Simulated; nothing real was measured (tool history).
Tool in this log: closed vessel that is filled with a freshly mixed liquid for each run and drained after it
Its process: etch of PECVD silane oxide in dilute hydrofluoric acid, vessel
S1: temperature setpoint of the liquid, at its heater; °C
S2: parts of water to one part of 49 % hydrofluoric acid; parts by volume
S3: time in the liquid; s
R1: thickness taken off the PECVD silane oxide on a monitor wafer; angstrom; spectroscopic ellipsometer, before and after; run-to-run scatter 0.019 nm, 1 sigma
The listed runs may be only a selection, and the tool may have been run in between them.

run,hour,S1,S2,S3,R1
1,0.0,20.0,270,60,27.478
2,6.5,20.0,270,60,27.299
3,11.4,19.5,275,60,26.367
4,16.5,19.5,205,60,38.353
5,17.5,19.0,220,60,34.483
6,18.9,18.5,235,60,31.379
7,24.7,18.5,245,60,29.421
8,27.4,18.5,255,60,27.637

For run 9, what comes out?
9,30.5,18.5,260,60,?

R1: 27.293 angstrom
